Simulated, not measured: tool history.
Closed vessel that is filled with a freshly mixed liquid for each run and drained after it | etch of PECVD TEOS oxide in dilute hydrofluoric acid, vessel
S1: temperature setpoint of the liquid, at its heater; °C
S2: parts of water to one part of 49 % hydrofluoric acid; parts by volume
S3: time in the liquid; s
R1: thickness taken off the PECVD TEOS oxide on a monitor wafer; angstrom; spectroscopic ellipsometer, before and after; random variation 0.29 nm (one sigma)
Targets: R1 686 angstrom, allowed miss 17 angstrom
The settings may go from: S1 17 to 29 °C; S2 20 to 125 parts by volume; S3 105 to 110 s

run 1 hour=0 | S1=21 S2=70 S3=105 | R1=239.15
run 2 hour=5.8 | S1=18.5 S2=70 S3=105 | R1=217.62
run 3 hour=8.4 | S1=22 S2=70 S3=105 | R1=252.44
run 4 hour=17.2 | S1=19.5 S2=70 S3=105 | R1=228.23
run 5 hour=25.3 | S1=20.5 S2=65 S3=105 | R1=255.59
run 6 hour=34.3 | S1=20.5 S2=55 S3=105 | R1=308.74
run 7 hour=41.5 | S1=24.5 S2=25 S3=105 | R1=831.64
run 8 hour=48.9 | S1=24 S2=25 S3=105 | R1=814.96
run 9 hour=55.4 | S1=23.5 S2=25 S3=105 | R1=796.2
run 10 hour=61.5 | S1=23 S2=25 S3=105 | R1=777.02
run 11 hour=66 | S1=22.5 S2=25 S3=105 | R1=763.27
run 12 hour=73.8 | S1=21 S2=25 S3=105 | R1=712.18

4 next moves are on the table. One of them brings every result within its allowed miss. Which?
run A hour=81.6 | S1=22 S2=30 S3=110 | R1=?
run B hour=81.6 | S1=20 S2=25 S3=105 | R1=?
run C hour=81.6 | S1=21.5 S2=25 S3=105 | R1=?
run D hour=81.6 | S1=17.5 S2=25 S3=110 | R1=?

move=A R1=646.99
move=B R1=684.44
move=C R1=730.08
move=D R1=642.87
A: takes the result that was furthest off past its target
B: meets every target
C: further off than the last run
D: takes the result that was furthest off past its target
Move B is the one to make.
